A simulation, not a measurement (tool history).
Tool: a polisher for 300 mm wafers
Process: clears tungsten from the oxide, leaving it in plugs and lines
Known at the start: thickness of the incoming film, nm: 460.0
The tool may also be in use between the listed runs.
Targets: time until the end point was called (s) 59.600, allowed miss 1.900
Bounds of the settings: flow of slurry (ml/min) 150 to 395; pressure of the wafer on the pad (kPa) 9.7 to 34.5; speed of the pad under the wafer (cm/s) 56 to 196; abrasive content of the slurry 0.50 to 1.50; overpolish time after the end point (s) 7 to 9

run  hour  flow of slurry (ml/min)  pressure of the wafer on the pad (kPa)  speed of the pad under the wafer (cm/s)  abrasive content of the slurry  overpolish time after the end point (s)  time until the end point was called (s)
  1   0.0                      250                                    22.1                                      126                            1.00                                        9                                   97.521
  2   5.6                      250                                    22.1                                      126                            1.20                                        9                                   93.985
  3  12.8                      250                                    23.4                                      126                            1.20                                        9                                   89.391
  4  18.4                      250                                    23.4                                      126                            1.20                                        9                                   89.099
  5  21.7                      250                                    24.1                                      126                            1.20                                        9                                   85.792
  6  25.3                      250                                    24.8                                      126                            1.20                                        9                                   84.073
  7  27.5                      250                                    25.5                                      126                            1.20                                        9                                   82.341
  8  28.1                      250                                    26.2                                      126                            1.20                                        9                                   79.207
  9  35.2                      250                                    26.9                                      126                            1.20                                        9                                   77.283
 10  37.2                      260                                    33.1                                      128                            1.20                                        9                                   62.559

Which of these 5 next moves meets every target?
  A  39.2                      280                                    34.5                                      132                            0.95                                        7                                        ?
  B  39.2                      265                                    31.7                                      134                            0.95                                        9                                        ?
  C  39.2                      230                                    30.3                                      132                            1.25                                        9                                        ?
  D  39.2                      260                                    31.7                                      132                            1.00                                        9                                        ?
  E  39.2                      170                                    31.7                                      128                            1.40                                        7                                        ?

move  time until the end point was called (s)
   A                                   60.589
   B                                   65.068
   C                                   66.807
   D                                   65.616
   E                                   66.404
A: meets every target
B: further off than the last run
C: further off than the last run
D: further off than the last run
E: further off than the last run
The right move is A.
